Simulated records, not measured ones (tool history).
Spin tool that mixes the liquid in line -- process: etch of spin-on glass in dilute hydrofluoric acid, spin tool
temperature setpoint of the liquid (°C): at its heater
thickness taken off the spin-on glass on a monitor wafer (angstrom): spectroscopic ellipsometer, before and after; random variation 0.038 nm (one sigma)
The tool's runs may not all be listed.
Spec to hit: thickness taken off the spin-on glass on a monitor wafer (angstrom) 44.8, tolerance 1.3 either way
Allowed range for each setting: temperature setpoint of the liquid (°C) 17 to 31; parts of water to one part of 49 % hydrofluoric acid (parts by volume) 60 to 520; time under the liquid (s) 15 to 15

run,hour,temperature setpoint of the liquid (°C),parts of water to one part of 49 % hydrofluoric acid (parts by volume),time under the liquid (s),thickness taken off the spin-on glass on a monitor wafer (angstrom)
1,0,23,290,15,28.948
2,5.9,24,285,15,30.456
3,11,25,280,15,32.41
4,14.7,25,280,15,32.792
5,21.5,26,275,15,34.513
6,23.5,26,365,15,23.826
7,26.3,26.5,350,15,25.401
8,32.4,27,335,15,27.316
9,39.9,27.5,320,15,30.052
10,47.6,28,310,15,31.155
11,55.5,28.5,300,15,33.895
12,61.5,29,295,15,34.491
13,65.5,29.5,285,15,36.732
14,73.6,29.5,280,15,38.218
15,81.5,29.5,275,15,38.842
16,83.5,29.5,270,15,40.011
17,85.4,30.5,260,15,43.358

Exactly one of the 4 candidate moves below puts every result within its allowed miss. Which one?
A,87.3,29,255,15,?
B,87.3,31,255,15,?
C,87.3,31,270,15,?
D,87.3,28.5,255,15,?

move,thickness taken off the spin-on glass on a monitor wafer (angstrom)
A,42.436
B,45.35
C,42.088
D,41.727
A: misses by more than the last run did
B: all results in spec
C: misses by more than the last run did
D: misses by more than the last run did
B is the move that brings every result within its allowed miss.

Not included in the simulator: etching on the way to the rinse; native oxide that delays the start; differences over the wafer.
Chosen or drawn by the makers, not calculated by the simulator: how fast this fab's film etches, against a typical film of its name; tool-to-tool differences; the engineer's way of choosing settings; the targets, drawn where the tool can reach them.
